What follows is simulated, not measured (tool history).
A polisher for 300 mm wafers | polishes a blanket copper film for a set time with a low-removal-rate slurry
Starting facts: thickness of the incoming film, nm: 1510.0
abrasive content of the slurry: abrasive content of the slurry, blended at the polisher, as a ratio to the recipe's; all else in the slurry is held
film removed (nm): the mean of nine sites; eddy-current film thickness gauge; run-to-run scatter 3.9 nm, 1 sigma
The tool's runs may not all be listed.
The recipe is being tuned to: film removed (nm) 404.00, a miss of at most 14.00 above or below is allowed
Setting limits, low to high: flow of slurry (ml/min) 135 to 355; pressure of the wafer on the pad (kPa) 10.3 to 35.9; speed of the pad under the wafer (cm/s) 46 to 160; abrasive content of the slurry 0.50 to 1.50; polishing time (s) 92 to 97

run,hour,flow of slurry (ml/min),pressure of the wafer on the pad (kPa),speed of the pad under the wafer (cm/s),abrasive content of the slurry,polishing time (s),film removed (nm)
1,0.0,225,22.8,102,1.00,92,313.39
2,5.7,225,23.4,102,1.00,92,325.76
3,11.7,225,23.4,102,1.20,92,348.23
4,20.1,225,24.1,102,1.20,92,342.68
5,28.9,225,24.1,86,1.20,92,299.96
6,29.9,225,24.1,86,1.30,92,302.64
7,36.5,225,25.5,86,1.30,92,322.42
8,37.8,225,26.2,86,1.30,92,330.64
9,43.2,225,26.9,86,1.30,92,335.70
10,48.9,225,27.6,86,1.30,92,341.91
11,52.6,225,28.3,86,1.30,92,351.97
12,56.5,225,29.0,86,1.30,92,365.46
13,59.5,225,29.6,86,1.30,92,369.65
14,66.9,225,30.3,86,1.30,92,373.64
15,73.5,225,30.3,86,1.30,92,379.64
16,78.7,230,31.0,86,1.30,92,390.25

Exactly one of the 4 candidate moves below puts every result within its allowed miss. Which one?
A,83.9,250,29.0,84,1.45,93,?
B,83.9,195,22.8,106,1.45,97,?
C,83.9,225,31.0,82,1.30,92,?
D,83.9,215,30.3,88,1.35,96,?

move,film removed (nm)
A,375.89
B,375.67
C,372.56
D,408.79
A: its largest miss is bigger than the last run's
B: its largest miss is bigger than the last run's
C: its largest miss is bigger than the last run's
D: all results in spec
So the answer is move D, the one that meets all the targets.

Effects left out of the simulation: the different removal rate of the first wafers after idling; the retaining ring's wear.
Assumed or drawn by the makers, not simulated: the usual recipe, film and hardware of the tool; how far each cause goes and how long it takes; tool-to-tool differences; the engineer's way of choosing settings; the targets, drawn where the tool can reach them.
